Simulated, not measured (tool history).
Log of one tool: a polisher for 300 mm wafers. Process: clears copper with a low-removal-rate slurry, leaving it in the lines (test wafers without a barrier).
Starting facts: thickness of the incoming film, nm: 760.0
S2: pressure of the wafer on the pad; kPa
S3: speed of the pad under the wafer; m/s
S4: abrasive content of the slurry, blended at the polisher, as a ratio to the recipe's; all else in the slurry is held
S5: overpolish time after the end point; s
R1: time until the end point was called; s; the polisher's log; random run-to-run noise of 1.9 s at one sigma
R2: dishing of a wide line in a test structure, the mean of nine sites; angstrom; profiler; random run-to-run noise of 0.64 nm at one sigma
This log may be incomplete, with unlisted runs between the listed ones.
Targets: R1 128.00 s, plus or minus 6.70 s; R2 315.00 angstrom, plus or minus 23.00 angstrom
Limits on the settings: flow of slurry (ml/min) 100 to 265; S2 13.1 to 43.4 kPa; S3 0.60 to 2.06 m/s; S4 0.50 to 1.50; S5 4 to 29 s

{"run": 1, "hour": 0.0, "flow of slurry (ml/min)": 170, "S2": 28.3, "S3": 1.32, "S4": 1.0, "S5": 15, "R1": 163.47, "R2": 322.92}
{"run": 2, "hour": 7.2, "flow of slurry (ml/min)": 195, "S2": 28.3, "S3": 1.32, "S4": 1.0, "S5": 15, "R1": 158.09, "R2": 319.26}
{"run": 3, "hour": 12.9, "flow of slurry (ml/min)": 195, "S2": 29.0, "S3": 1.32, "S4": 1.0, "S5": 14, "R1": 155.69, "R2": 312.68}
{"run": 4, "hour": 20.2, "flow of slurry (ml/min)": 195, "S2": 29.6, "S3": 1.32, "S4": 1.0, "S5": 14, "R1": 153.13, "R2": 317.51}
{"run": 5, "hour": 22.3, "flow of slurry (ml/min)": 195, "S2": 24.8, "S3": 1.32, "S4": 1.0, "S5": 14, "R1": 183.06, "R2": 283.49}
{"run": 6, "hour": 30.1, "flow of slurry (ml/min)": 195, "S2": 26.2, "S3": 1.32, "S4": 1.0, "S5": 13, "R1": 171.12, "R2": 301.05}
{"run": 7, "hour": 34.4, "flow of slurry (ml/min)": 195, "S2": 27.6, "S3": 1.32, "S4": 1.0, "S5": 12, "R1": 165.08, "R2": 275.72}
{"run": 8, "hour": 38.8, "flow of slurry (ml/min)": 195, "S2": 29.0, "S3": 1.32, "S4": 1.0, "S5": 12, "R1": 155.59, "R2": 298.78}
{"run": 9, "hour": 44.4, "flow of slurry (ml/min)": 195, "S2": 29.6, "S3": 1.32, "S4": 1.0, "S5": 12, "R1": 153.11, "R2": 292.67}
{"run": 10, "hour": 52.5, "flow of slurry (ml/min)": 195, "S2": 30.3, "S3": 1.32, "S4": 1.0, "S5": 12, "R1": 151.39, "R2": 298.2}
{"run": 11, "hour": 59.7, "flow of slurry (ml/min)": 195, "S2": 31.0, "S3": 1.32, "S4": 1.0, "S5": 12, "R1": 146.66, "R2": 307.74}
{"run": 12, "hour": 66.8, "flow of slurry (ml/min)": 195, "S2": 31.7, "S3": 1.32, "S4": 1.0, "S5": 12, "R1": 143.07, "R2": 306.73}
{"run": 13, "hour": 73.8, "flow of slurry (ml/min)": 195, "S2": 32.4, "S3": 1.32, "S4": 1.0, "S5": 12, "R1": 141.5, "R2": 307.81}
{"run": 14, "hour": 75.2, "flow of slurry (ml/min)": 195, "S2": 33.1, "S3": 1.32, "S4": 1.0, "S5": 12, "R1": 135.89, "R2": 315.58}
{"run": 15, "hour": 76.5, "flow of slurry (ml/min)": 195, "S2": 33.8, "S3": 1.32, "S4": 1.0, "S5": 11, "R1": 134.16, "R2": 305.36}

Which of these 5 next moves meets every target?
{"run": "A", "hour": 77.8, "flow of slurry (ml/min)": 160, "S2": 34.5, "S3": 1.28, "S4": 1.0, "S5": 12, "R1": "?", "R2": "?"}
{"run": "B", "hour": 77.8, "flow of slurry (ml/min)": 160, "S2": 28.3, "S3": 1.5, "S4": 0.95, "S5": 12, "R1": "?", "R2": "?"}
{"run": "C", "hour": 77.8, "flow of slurry (ml/min)": 230, "S2": 29.6, "S3": 1.38, "S4": 1.1, "S5": 12, "R1": "?", "R2": "?"}
{"run": "D", "hour": 77.8, "flow of slurry (ml/min)": 180, "S2": 31.0, "S3": 1.3, "S4": 0.9, "S5": 14, "R1": "?", "R2": "?"}
{"run": "E", "hour": 77.8, "flow of slurry (ml/min)": 220, "S2": 39.3, "S3": 1.12, "S4": 1.4, "S5": 11, "R1": "?", "R2": "?"}

move=A R1=136.33 R2=316.74
move=B R1=142.90 R2=305.91
move=C R1=138.72 R2=311.55
move=D R1=149.15 R2=325.70
move=E R1=124.36 R2=319.36
A: moves away from the targets compared with the last run
B: moves away from the targets compared with the last run
C: moves away from the targets compared with the last run
D: moves away from the targets compared with the last run
E: each result inside its tolerance
Move E is the one to make.

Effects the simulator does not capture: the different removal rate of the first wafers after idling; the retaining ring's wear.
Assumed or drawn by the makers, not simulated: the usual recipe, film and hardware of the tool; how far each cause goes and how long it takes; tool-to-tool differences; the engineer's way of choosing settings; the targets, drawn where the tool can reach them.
